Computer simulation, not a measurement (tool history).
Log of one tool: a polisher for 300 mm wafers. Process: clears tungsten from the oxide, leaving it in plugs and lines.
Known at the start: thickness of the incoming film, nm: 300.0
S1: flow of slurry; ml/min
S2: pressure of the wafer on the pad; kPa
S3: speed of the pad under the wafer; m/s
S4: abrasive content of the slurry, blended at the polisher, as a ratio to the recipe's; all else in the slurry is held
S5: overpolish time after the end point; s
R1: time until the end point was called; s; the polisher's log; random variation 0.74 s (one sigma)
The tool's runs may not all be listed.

run,hour,S1,S2,S3,S4,S5,R1
1,0.0,265,15.9,1.00,1.0,11,123.350
2,6.0,265,15.9,0.86,1.0,11,139.140
3,10.4,265,17.9,0.86,1.0,11,124.770
4,14.7,265,15.9,0.86,1.0,11,141.400
5,20.5,265,15.9,0.86,1.0,8,138.930
6,28.9,265,15.9,0.72,1.0,8,163.320
7,34.4,265,17.9,0.76,1.0,8,137.370
8,39.6,265,19.3,0.80,1.0,8,121.870
9,46.8,265,20.7,0.82,1.0,8,113.060
10,54.3,265,21.4,0.86,1.0,8,105.420
11,56.0,265,22.1,0.90,1.0,8,99.196
12,63.5,265,22.8,0.92,1.0,8,93.737
13,71.3,265,23.4,0.94,1.0,8,89.734
14,79.9,265,24.1,0.96,1.0,8,85.084
15,83.8,265,24.1,0.98,1.0,8,83.843

The next listed run, before its measurement:
16,88.2,265,24.1,1.00,1.0,8,?

R1: 81.184 s

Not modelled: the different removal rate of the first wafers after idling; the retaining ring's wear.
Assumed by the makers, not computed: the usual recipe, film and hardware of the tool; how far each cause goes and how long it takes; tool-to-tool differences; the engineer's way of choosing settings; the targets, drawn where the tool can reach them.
